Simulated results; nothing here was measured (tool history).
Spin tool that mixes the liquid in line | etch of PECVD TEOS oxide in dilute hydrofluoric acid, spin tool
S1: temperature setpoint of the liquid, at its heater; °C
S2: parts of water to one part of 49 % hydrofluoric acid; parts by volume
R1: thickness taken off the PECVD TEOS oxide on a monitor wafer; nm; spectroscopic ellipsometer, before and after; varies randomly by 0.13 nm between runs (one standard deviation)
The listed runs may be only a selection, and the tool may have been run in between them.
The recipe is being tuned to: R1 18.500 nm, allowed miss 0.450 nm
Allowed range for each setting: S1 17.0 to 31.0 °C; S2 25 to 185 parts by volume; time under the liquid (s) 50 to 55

Run 1, hour 0.0: S1 23.0 °C, S2 105 parts by volume, time under the liquid (s) 50. Result: R1 11.919 nm.
Run 2, hour 6.2: S1 25.5 °C, S2 105 parts by volume, time under the liquid (s) 50. Result: R1 12.933 nm.
Run 3, hour 13.4: S1 25.5 °C, S2 105 parts by volume, time under the liquid (s) 55. Result: R1 14.301 nm.
Run 4, hour 19.6: S1 26.0 °C, S2 105 parts by volume, time under the liquid (s) 55. Result: R1 14.637 nm.
Run 5, hour 21.8: S1 28.5 °C, S2 105 parts by volume, time under the liquid (s) 55. Result: R1 15.953 nm.
Run 6, hour 24.9: S1 27.0 °C, S2 105 parts by volume, time under the liquid (s) 55. Result: R1 15.247 nm.
Run 7, hour 26.8: S1 27.5 °C, S2 105 parts by volume, time under the liquid (s) 55. Result: R1 15.621 nm.
Run 8, hour 31.4: S1 28.0 °C, S2 105 parts by volume, time under the liquid (s) 55. Result: R1 15.937 nm.
Run 9, hour 38.1: S1 28.5 °C, S2 105 parts by volume, time under the liquid (s) 55. Result: R1 15.943 nm.
Run 10, hour 45.7: S1 29.0 °C, S2 105 parts by volume, time under the liquid (s) 55. Result: R1 16.322 nm.
Run 11, hour 51.9: S1 30.0 °C, S2 100 parts by volume, time under the liquid (s) 55. Result: R1 18.022 nm.

Next run, 4 choices. One meets every target within its allowed miss, the rest don't. Which?
Run A, hour 58.1: S1 30.5 °C, S2 105 parts by volume, time under the liquid (s) 55. Result: R1 ?.
Run B, hour 58.1: S1 28.0 °C, S2 90 parts by volume, time under the liquid (s) 50. Result: R1 ?.
Run C, hour 58.1: S1 30.5 °C, S2 95 parts by volume, time under the liquid (s) 50. Result: R1 ?.
Run D, hour 58.1: S1 31.0 °C, S2 100 parts by volume, time under the liquid (s) 55. Result: R1 ?.

move      R1
   A  17.302
   B  17.047
   C  17.635
   D  18.641
A: moves away from the targets compared with the last run
B: moves away from the targets compared with the last run
C: moves away from the targets compared with the last run
D: in spec on every target
D is the move that brings every result within its allowed miss.

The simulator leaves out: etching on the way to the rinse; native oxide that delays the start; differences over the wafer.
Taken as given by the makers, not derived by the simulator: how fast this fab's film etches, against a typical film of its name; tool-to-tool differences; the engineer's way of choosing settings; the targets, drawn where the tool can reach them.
